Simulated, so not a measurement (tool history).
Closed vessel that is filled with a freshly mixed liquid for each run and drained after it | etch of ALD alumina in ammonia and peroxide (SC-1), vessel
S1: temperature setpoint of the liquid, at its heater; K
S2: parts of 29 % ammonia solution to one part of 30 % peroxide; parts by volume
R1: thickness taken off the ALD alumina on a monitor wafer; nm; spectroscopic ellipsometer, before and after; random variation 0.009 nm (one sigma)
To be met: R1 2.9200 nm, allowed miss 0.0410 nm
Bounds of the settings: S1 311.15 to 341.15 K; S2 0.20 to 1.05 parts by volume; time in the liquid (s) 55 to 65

run 1 hour=0.0 | S1=325.15 S2=0.55 time_in_the_liquid_(s)=65 | R1=4.0722
run 2 hour=1.7 | S1=324.65 S2=0.55 time_in_the_liquid_(s)=65 | R1=4.0022
run 3 hour=3.6 | S1=324.65 S2=0.40 time_in_the_liquid_(s)=65 | R1=3.8558
run 4 hour=9.3 | S1=324.65 S2=0.50 time_in_the_liquid_(s)=65 | R1=3.9358
run 5 hour=18.0 | S1=324.65 S2=0.50 time_in_the_liquid_(s)=55 | R1=3.3393
run 6 hour=20.1 | S1=324.65 S2=0.60 time_in_the_liquid_(s)=55 | R1=3.3855
run 7 hour=28.6 | S1=324.15 S2=0.60 time_in_the_liquid_(s)=55 | R1=3.2882
run 8 hour=36.4 | S1=321.65 S2=0.60 time_in_the_liquid_(s)=55 | R1=2.8811
run 9 hour=41.1 | S1=321.65 S2=0.55 time_in_the_liquid_(s)=55 | R1=2.8416

Which of these 4 next moves meets every target?
run A hour=45.8 | S1=322.15 S2=0.50 time_in_the_liquid_(s)=55 | R1=?
run B hour=45.8 | S1=318.15 S2=0.45 time_in_the_liquid_(s)=65 | R1=?
run C hour=45.8 | S1=318.65 S2=0.50 time_in_the_liquid_(s)=65 | R1=?
run D hour=45.8 | S1=321.15 S2=0.45 time_in_the_liquid_(s)=55 | R1=?

move=A R1=2.9062
move=B R1=2.7164
move=C R1=2.8228
move=D R1=2.7218
A: meets every target
B: further off than the last run
C: further off than the last run
D: further off than the last run
Move A is the one to make.
